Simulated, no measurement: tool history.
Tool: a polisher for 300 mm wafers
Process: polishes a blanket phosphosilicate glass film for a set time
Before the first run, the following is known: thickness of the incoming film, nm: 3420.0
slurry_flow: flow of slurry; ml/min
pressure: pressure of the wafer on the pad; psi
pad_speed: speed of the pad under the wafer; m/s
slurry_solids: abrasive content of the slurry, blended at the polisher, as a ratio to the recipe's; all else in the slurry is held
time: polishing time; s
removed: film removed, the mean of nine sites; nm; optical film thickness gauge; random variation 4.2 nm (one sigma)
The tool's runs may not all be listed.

Run 1, hour 0: slurry_flow 170 ml/min, pressure 4.1 psi, pad_speed 0.94 m/s, slurry_solids 1, time 124 s. Result: removed 1135.3 nm.
Run 2, hour 7.9: slurry_flow 170 ml/min, pressure 4.1 psi, pad_speed 0.94 m/s, slurry_solids 1.15, time 124 s. Result: removed 1238.6 nm.
Run 3, hour 14.3: slurry_flow 165 ml/min, pressure 3.4 psi, pad_speed 0.86 m/s, slurry_solids 1.15, time 124 s. Result: removed 961.71 nm.
Run 4, hour 19.7: slurry_flow 160 ml/min, pressure 2.9 psi, pad_speed 0.8 m/s, slurry_solids 1.15, time 124 s. Result: removed 776.18 nm.
Run 5, hour 21.9: slurry_flow 150 ml/min, pressure 2.6 psi, pad_speed 0.78 m/s, slurry_solids 1.15, time 124 s. Result: removed 668.53 nm.
Run 6, hour 30.3: slurry_flow 135 ml/min, pressure 2.5 psi, pad_speed 0.78 m/s, slurry_solids 1.15, time 124 s. Result: removed 634.42 nm.
Run 7, hour 34.7: slurry_flow 125 ml/min, pressure 2.4 psi, pad_speed 0.78 m/s, slurry_solids 1.15, time 124 s. Result: removed 614.28 nm.
Run 8, hour 38.6: slurry_flow 120 ml/min, pressure 2.3 psi, pad_speed 0.78 m/s, slurry_solids 1.15, time 124 s. Result: removed 584.6 nm.

For run 9, what comes out?
Run 9, hour 43.9: slurry_flow 115 ml/min, pressure 2.3 psi, pad_speed 0.78 m/s, slurry_solids 1.15, time 124 s. Result: removed ?.

{"run 9": {"removed": 580.46}}
